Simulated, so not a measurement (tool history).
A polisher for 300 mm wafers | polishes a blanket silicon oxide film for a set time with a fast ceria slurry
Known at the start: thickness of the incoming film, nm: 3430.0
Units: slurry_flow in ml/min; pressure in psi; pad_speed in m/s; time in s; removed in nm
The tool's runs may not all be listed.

| run | day | slurry_flow | pressure | pad_speed | time | removed |
|---|---|---|---|---|---|---|
| 1 | 0.000 | 175 | 2.1 | 1.12 | 115 | 1336.60 |
| 2 | 0.129 | 175 | 1.6 | 1.12 | 115 | 1034.10 |
| 3 | 0.350 | 170 | 1.6 | 1.12 | 115 | 1039.20 |
| 4 | 0.392 | 170 | 1.5 | 1.12 | 115 | 966.13 |
| 5 | 0.450 | 170 | 1.5 | 1.12 | 121 | 1015.80 |
| 6 | 0.567 | 205 | 1.5 | 1.12 | 121 | 1054.10 |
| 7 | 0.850 | 155 | 1.0 | 1.12 | 121 | 684.75 |
| 8 | 1.025 | 205 | 1.0 | 1.12 | 121 | 712.41 |

The next listed run, before its measurement:
| 9 | 1.279 | 205 | 1.0 | 1.12 | 121 | ? |

removed: 723.09 nm

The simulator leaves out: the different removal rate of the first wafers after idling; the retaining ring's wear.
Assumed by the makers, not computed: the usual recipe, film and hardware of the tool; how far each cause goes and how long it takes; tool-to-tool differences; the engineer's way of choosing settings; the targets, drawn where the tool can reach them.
